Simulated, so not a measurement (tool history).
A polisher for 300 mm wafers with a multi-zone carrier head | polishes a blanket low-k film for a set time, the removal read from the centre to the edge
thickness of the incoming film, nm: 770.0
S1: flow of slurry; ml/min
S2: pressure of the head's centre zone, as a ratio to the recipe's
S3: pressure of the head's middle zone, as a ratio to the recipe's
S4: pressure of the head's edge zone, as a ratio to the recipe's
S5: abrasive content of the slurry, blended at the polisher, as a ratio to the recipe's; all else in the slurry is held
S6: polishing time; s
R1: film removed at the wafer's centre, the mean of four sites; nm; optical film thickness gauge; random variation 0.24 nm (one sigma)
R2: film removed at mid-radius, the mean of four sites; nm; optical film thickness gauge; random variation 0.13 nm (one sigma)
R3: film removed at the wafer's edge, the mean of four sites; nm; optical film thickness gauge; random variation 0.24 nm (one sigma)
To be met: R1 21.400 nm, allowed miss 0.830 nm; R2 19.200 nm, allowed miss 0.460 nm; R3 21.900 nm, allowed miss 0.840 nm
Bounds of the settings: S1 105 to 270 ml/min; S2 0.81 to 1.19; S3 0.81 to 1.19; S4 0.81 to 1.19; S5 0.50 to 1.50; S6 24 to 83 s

{"run": 1, "hour": 0.0, "S1": 175, "S2": 1.0, "S3": 1.0, "S4": 1.0, "S5": 1.0, "S6": 53, "R1": 28.059, "R2": 27.778, "R3": 27.446}
{"run": 2, "hour": 7.0, "S1": 160, "S2": 0.98, "S3": 0.94, "S4": 0.98, "S5": 0.9, "S6": 53, "R1": 25.133, "R2": 23.922, "R3": 25.384}
{"run": 3, "hour": 15.6, "S1": 160, "S2": 0.98, "S3": 0.94, "S4": 0.98, "S5": 0.9, "S6": 65, "R1": 30.782, "R2": 29.345, "R3": 30.959}
{"run": 4, "hour": 21.2, "S1": 160, "S2": 0.98, "S3": 0.94, "S4": 0.98, "S5": 0.9, "S6": 76, "R1": 36.807, "R2": 34.446, "R3": 36.883}
{"run": 5, "hour": 28.6, "S1": 160, "S2": 0.94, "S3": 0.94, "S4": 0.98, "S5": 0.9, "S6": 76, "R1": 34.105, "R2": 34.377, "R3": 36.902}
{"run": 6, "hour": 35.5, "S1": 150, "S2": 0.94, "S3": 0.9, "S4": 0.94, "S5": 0.75, "S6": 72, "R1": 27.541, "R2": 26.406, "R3": 29.05}
{"run": 7, "hour": 38.1, "S1": 110, "S2": 0.9, "S3": 0.81, "S4": 0.84, "S5": 0.5, "S6": 72, "R1": 14.229, "R2": 13.266, "R3": 14.886}
{"run": 8, "hour": 39.6, "S1": 150, "S2": 0.91, "S3": 0.81, "S4": 0.86, "S5": 0.5, "S6": 71, "R1": 15.132, "R2": 14.231, "R3": 16.213}
{"run": 9, "hour": 43.0, "S1": 180, "S2": 0.94, "S3": 0.82, "S4": 0.88, "S5": 0.5, "S6": 70, "R1": 16.118, "R2": 14.605, "R3": 16.508}
{"run": 10, "hour": 43.9, "S1": 170, "S2": 0.96, "S3": 0.85, "S4": 0.93, "S5": 0.5, "S6": 69, "R1": 16.341, "R2": 14.595, "R3": 16.044}
{"run": 11, "hour": 50.8, "S1": 190, "S2": 0.96, "S3": 0.86, "S4": 1.0, "S5": 0.55, "S6": 69, "R1": 19.608, "R2": 17.61, "R3": 20.335}
{"run": 12, "hour": 58.9, "S1": 195, "S2": 0.97, "S3": 0.87, "S4": 1.02, "S5": 0.55, "S6": 69, "R1": 19.603, "R2": 17.863, "R3": 20.615}
{"run": 13, "hour": 65.5, "S1": 195, "S2": 0.98, "S3": 0.88, "S4": 1.04, "S5": 0.55, "S6": 69, "R1": 19.914, "R2": 17.871, "R3": 20.59}
{"run": 14, "hour": 73.1, "S1": 195, "S2": 0.99, "S3": 0.89, "S4": 1.06, "S5": 0.55, "S6": 69, "R1": 20.232, "R2": 18.588, "R3": 20.913}
{"run": 15, "hour": 74.1, "S1": 200, "S2": 1.0, "S3": 0.89, "S4": 1.08, "S5": 0.55, "S6": 69, "R1": 20.565, "R2": 18.458, "R3": 21.237}
{"run": 16, "hour": 80.6, "S1": 200, "S2": 1.01, "S3": 0.9, "S4": 1.09, "S5": 0.55, "S6": 69, "R1": 21.14, "R2": 18.61, "R3": 21.345}
{"run": 17, "hour": 85.6, "S1": 200, "S2": 1.01, "S3": 0.9, "S4": 1.09, "S5": 0.55, "S6": 69, "R1": 21.382, "R2": 18.54, "R3": 21.338}

4 next moves are on the table. One of them brings every result within its allowed miss. Which?
{"run": "A", "hour": 90.6, "S1": 145, "S2": 1.07, "S3": 0.96, "S4": 1.17, "S5": 0.6, "S6": 63, "R1": "?", "R2": "?", "R3": "?"}
{"run": "B", "hour": 90.6, "S1": 105, "S2": 1.02, "S3": 0.84, "S4": 1.04, "S5": 0.7, "S6": 59, "R1": "?", "R2": "?", "R3": "?"}
{"run": "C", "hour": 90.6, "S1": 195, "S2": 1.0, "S3": 0.81, "S4": 1.19, "S5": 0.6, "S6": 63, "R1": "?", "R2": "?", "R3": "?"}
{"run": "D", "hour": 90.6, "S1": 225, "S2": 1.01, "S3": 0.84, "S4": 1.08, "S5": 0.6, "S6": 63, "R1": "?", "R2": "?", "R3": "?"}

move=A R1=21.499 R2=19.123 R3=21.848
move=B R1=20.726 R2=17.568 R3=21.729
move=C R1=21.381 R2=17.589 R3=23.017
move=D R1=22.116 R2=18.508 R3=22.239
A: meets every target
B: further off than the last run
C: further off than the last run
D: as far off as the last run
The right move is A.

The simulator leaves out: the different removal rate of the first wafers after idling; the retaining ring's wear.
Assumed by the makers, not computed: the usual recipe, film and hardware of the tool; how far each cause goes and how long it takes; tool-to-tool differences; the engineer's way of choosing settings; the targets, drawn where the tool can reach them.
